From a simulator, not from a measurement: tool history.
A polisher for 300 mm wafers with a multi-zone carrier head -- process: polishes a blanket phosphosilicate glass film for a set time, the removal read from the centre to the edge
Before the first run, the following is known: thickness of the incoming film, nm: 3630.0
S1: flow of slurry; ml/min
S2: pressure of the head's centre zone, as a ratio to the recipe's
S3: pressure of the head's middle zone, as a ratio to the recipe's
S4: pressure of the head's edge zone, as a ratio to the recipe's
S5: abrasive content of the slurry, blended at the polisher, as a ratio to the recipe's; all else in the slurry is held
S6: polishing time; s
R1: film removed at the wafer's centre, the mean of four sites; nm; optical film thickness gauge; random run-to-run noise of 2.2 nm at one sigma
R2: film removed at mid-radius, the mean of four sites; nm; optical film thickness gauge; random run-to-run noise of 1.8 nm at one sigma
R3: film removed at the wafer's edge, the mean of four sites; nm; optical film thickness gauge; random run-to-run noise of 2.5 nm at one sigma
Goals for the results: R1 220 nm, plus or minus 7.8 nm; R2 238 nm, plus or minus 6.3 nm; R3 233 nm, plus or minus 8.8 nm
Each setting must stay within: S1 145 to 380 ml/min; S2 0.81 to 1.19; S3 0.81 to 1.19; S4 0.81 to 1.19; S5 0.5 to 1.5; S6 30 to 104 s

| run | day | S1 | S2 | S3 | S4 | S5 | S6 | R1 | R2 | R3 |
|---|---|---|---|---|---|---|---|---|---|---|
| 1 | 0 | 245 | 1 | 1 | 1 | 1 | 67 | 366.98 | 369.21 | 371.76 |
| 2 | 0.362 | 240 | 0.97 | 0.99 | 0.97 | 0.9 | 64 | 322.13 | 325.71 | 321.92 |
| 3 | 0.621 | 240 | 0.97 | 0.99 | 0.97 | 1 | 64 | 346.55 | 351.34 | 342.86 |
| 4 | 0.804 | 240 | 1.03 | 0.99 | 0.97 | 1 | 64 | 363.06 | 349.01 | 350.57 |
| 5 | 0.867 | 230 | 0.98 | 0.98 | 0.96 | 0.9 | 64 | 330.66 | 320.61 | 317.27 |
| 6 | 1.121 | 245 | 0.95 | 0.98 | 0.97 | 0.8 | 63 | 285.45 | 296.11 | 293.41 |
| 7 | 1.208 | 250 | 0.89 | 0.91 | 0.87 | 0.55 | 62 | 189.41 | 194.21 | 196.43 |
| 8 | 1.517 | 250 | 0.9 | 0.94 | 0.9 | 0.55 | 62 | 191.68 | 198.68 | 201.47 |

Pick the move, out of 4, that brings all results within their allowed miss; only one does.
| A | 1.825 | 250 | 0.94 | 0.9 | 0.91 | 0.55 | 71 | ? | ? | ? |
| B | 1.825 | 300 | 0.81 | 0.99 | 0.85 | 0.75 | 59 | ? | ? | ? |
| C | 1.825 | 275 | 0.98 | 1.01 | 0.83 | 0.6 | 63 | ? | ? | ? |
| D | 1.825 | 280 | 0.87 | 0.94 | 0.87 | 0.55 | 72 | ? | ? | ? |

| move | R1 | R2 | R3 |
|---|---|---|---|
| A | 229.59 | 219.15 | 229.5 |
| B | 222.98 | 267.42 | 249.17 |
| C | 235.22 | 236.69 | 215.11 |
| D | 218.04 | 233.09 | 229.8 |
A: an improvement on the last run, though not all results are within tolerance
B: takes the biggest miss from the last run beyond its target
C: corrects the largest miss of the last run, while another result sits out of spec
D: in spec on every target
D is the move that brings every result within its allowed miss.
